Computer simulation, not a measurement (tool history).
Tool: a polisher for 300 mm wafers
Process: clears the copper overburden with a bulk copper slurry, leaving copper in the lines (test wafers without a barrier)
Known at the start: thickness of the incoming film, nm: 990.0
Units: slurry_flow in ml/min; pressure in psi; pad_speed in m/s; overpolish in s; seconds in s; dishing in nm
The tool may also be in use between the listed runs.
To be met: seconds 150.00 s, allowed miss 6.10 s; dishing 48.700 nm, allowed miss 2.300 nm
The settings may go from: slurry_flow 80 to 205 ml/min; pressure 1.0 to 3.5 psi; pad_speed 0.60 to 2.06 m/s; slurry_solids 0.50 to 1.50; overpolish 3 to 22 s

run,hour,slurry_flow,pressure,pad_speed,slurry_solids,overpolish,seconds,dishing
1,0.0,135,2.2,1.32,1.00,11,153.28,36.486
2,6.2,135,2.2,1.32,1.00,12,153.76,38.624
3,9.8,135,2.2,1.32,1.00,8,155.47,29.959
4,13.1,135,2.2,1.06,1.00,8,191.86,25.794
5,17.7,130,2.3,1.06,1.00,10,182.44,30.721
6,25.6,130,2.3,1.38,1.00,10,142.98,36.036
7,29.8,125,2.3,1.38,1.00,11,143.49,38.576
8,31.9,110,2.3,1.36,1.00,16,155.88,45.637
9,37.0,125,2.4,1.36,1.00,17,140.83,49.081
10,44.7,105,2.3,1.36,1.00,17,155.95,45.679
# hour 47.0: slurry nozzle cleaned
11,47.0,110,2.3,1.36,1.00,17,138.74,47.557
12,54.3,110,2.2,1.36,1.00,18,144.54,48.246
13,56.8,110,2.2,1.36,1.00,18,140.13,48.898

5 next moves are on the table. One of them brings every result within its allowed miss. Which?
A,59.3,115,2.3,1.44,0.75,17,?,?
B,59.3,120,2.6,1.08,1.00,18,?,?
C,59.3,140,2.2,1.46,0.70,17,?,?
D,59.3,125,1.6,1.78,1.35,16,?,?
E,59.3,120,2.2,1.44,0.90,19,?,?

move,seconds,dishing
A,133.14,48.191
B,148.67,47.946
C,132.07,48.034
D,127.69,45.270
E,132.30,49.982
A: further off than the last run
B: meets every target
C: further off than the last run
D: further off than the last run
E: further off than the last run
The right move is B.
